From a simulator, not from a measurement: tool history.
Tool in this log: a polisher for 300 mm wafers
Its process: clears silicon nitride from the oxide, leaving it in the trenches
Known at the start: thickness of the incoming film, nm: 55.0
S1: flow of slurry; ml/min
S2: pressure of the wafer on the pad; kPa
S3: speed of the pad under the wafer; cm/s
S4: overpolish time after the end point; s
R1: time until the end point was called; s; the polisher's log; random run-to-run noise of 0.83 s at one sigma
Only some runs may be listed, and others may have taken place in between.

run  hour   S1    S2  S3  S4      R1
  1     0  175  11.7  96   5  102.88
  2   3.5  175  13.1  96   5  91.178
  3   4.3  175  13.8  96   5  89.235
  4   6.4  135  13.8  96   5  91.246
  5  10.4  140  14.5  96   5  87.471
  6    11  140  12.4  96   5     101
  7  16.5  145  13.8  96   5  89.168

The next listed run, before its measurement:
  8  19.4  145  14.5  96   5   ?

{"run 8": {"R1": 86.202}}
